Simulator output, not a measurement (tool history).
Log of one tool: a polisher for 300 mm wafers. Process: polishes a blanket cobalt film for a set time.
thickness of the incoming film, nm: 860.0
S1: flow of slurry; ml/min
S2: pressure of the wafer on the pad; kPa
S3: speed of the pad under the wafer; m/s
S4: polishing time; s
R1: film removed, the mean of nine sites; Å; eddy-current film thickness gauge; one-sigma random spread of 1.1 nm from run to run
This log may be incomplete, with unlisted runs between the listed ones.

Run 1, hour 0.0: S1 210 ml/min, S2 16.5 kPa, S3 1.02 m/s, S4 21 s. Result: R1 1150.5 Å.
Run 2, hour 8.2: S1 215 ml/min, S2 17.2 kPa, S3 1.02 m/s, S4 21 s. Result: R1 1178.0 Å.
Run 3, hour 13.3: S1 215 ml/min, S2 17.9 kPa, S3 1.02 m/s, S4 21 s. Result: R1 1216.0 Å.
Run 4, hour 15.7: S1 215 ml/min, S2 18.6 kPa, S3 1.02 m/s, S4 21 s. Result: R1 1238.1 Å.
Run 5, hour 23.4: S1 165 ml/min, S2 18.6 kPa, S3 1.02 m/s, S4 21 s. Result: R1 1197.6 Å.
Run 6, hour 24.7: S1 165 ml/min, S2 18.6 kPa, S3 0.88 m/s, S4 21 s. Result: R1 1029.7 Å.
Run 7, hour 25.9: S1 210 ml/min, S2 22.8 kPa, S3 0.90 m/s, S4 21 s. Result: R1 1238.0 Å.

Estimate the outcome of run 8 from the log above:
At hour 31.3: slurry nozzle cleaned.
Run 8, hour 31.3: S1 210 ml/min, S2 22.8 kPa, S3 0.90 m/s, S4 21 s. Result: R1 ?.

R1: 1312.6 Å
